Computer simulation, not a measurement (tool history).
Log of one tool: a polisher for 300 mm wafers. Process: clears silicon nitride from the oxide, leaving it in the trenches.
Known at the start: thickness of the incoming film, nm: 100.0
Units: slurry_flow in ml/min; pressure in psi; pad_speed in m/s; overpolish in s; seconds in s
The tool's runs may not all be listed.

Run 1, hour 0.0: slurry_flow 275 ml/min, pressure 2.3 psi, pad_speed 1.24 m/s, overpolish 15 s. Result: seconds 98.955 s.
Run 2, hour 5.0: slurry_flow 275 ml/min, pressure 2.3 psi, pad_speed 1.48 m/s, overpolish 15 s. Result: seconds 86.580 s.
Run 3, hour 11.3: slurry_flow 275 ml/min, pressure 2.2 psi, pad_speed 1.48 m/s, overpolish 15 s. Result: seconds 89.842 s.
Run 4, hour 20.3: slurry_flow 275 ml/min, pressure 2.2 psi, pad_speed 1.48 m/s, overpolish 15 s. Result: seconds 90.930 s.
Run 5, hour 28.0: slurry_flow 275 ml/min, pressure 2.1 psi, pad_speed 1.48 m/s, overpolish 15 s. Result: seconds 92.390 s.
Run 6, hour 31.3: slurry_flow 275 ml/min, pressure 2.1 psi, pad_speed 1.78 m/s, overpolish 15 s. Result: seconds 80.150 s.
Run 7, hour 40.2: slurry_flow 275 ml/min, pressure 2.0 psi, pad_speed 1.78 m/s, overpolish 15 s. Result: seconds 83.657 s.

Forecast run 8:
Run 8, hour 45.9: slurry_flow 275 ml/min, pressure 1.9 psi, pad_speed 1.78 m/s, overpolish 15 s. Result: seconds ?.

seconds: 89.468 s
